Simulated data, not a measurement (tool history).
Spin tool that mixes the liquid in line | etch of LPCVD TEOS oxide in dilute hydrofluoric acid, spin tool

run  hour  temperature setpoint of the liquid (°C)  parts of water to one part of 49 % hydrofluoric acid (parts by volume)  time under the liquid (s)  thickness taken off the LPCVD TEOS oxide on a monitor wafer (Å)
  1     0                                       20                                                                     105                         15                                                           69.182
  2   3.6                                       20                                                                      90                         15                                                           83.222
  3   5.6                                       20                                                                      90                         15                                                           82.327
  4    10                                     19.5                                                                      90                         15                                                           79.931
  5    17                                       19                                                                      90                         15                                                           80.295
  6  23.8                                       19                                                                      90                         15                                                           79.327
  7  30.1                                     18.5                                                                      90                         15                                                           77.561

Forecast run 8:
  8  34.2                                     17.5                                                                     100                         15                                                                ?

Run 8 gave thickness taken off the LPCVD TEOS oxide on a monitor wafer (Å) 67.099.
